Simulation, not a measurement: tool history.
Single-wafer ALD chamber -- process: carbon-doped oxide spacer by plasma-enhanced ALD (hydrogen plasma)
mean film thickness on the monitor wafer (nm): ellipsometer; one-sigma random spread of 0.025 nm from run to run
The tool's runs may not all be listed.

run    day  heater temperature setpoint (°C)  number of ALD cycles (cycles)  mean film thickness on the monitor wafer (nm)
  1  0.000                               380                            205                                         11.519
  2  0.212                               380                            199                                         11.187
  3  0.288                               380                            194                                         10.890
  4  0.638                               376                            194                                         10.934
  5  0.729                               376                            191                                         10.727
  6  0.846                               367                            191                                         10.754
  7  1.033                               367                            189                                         10.640

Run 8 comes next. What will it give?
  8  1.321                               367                            187                                              ?

{"run 8": {"mean film thickness on the monitor wafer (nm)": 10.498}}
